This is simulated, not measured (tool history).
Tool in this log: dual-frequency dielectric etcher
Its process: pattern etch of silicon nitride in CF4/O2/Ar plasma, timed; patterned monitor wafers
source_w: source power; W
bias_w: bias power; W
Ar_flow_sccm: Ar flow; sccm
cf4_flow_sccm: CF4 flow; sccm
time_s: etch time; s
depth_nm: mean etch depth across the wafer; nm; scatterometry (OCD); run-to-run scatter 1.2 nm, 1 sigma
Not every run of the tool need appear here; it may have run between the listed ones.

run  hour  source_w  bias_w  Ar_flow_sccm  cf4_flow_sccm  time_s  depth_nm
  1     0       440      50           115            110     272     408.7
  2   7.7       440      57           115            110     272    433.52
  3  10.9       440      57           115            128     272    439.87
  4    14       440      57           115            140     272    445.12
  5  20.6       420      57           115            140     272    427.36
  6  22.5       400      57           115            140     272    408.42
  7  25.5       390      57           115            140     272    397.52

What will run 8 give?
  8  26.1       350      57           115            140     272         ?

{"run 8": {"depth_nm": 357.89}}

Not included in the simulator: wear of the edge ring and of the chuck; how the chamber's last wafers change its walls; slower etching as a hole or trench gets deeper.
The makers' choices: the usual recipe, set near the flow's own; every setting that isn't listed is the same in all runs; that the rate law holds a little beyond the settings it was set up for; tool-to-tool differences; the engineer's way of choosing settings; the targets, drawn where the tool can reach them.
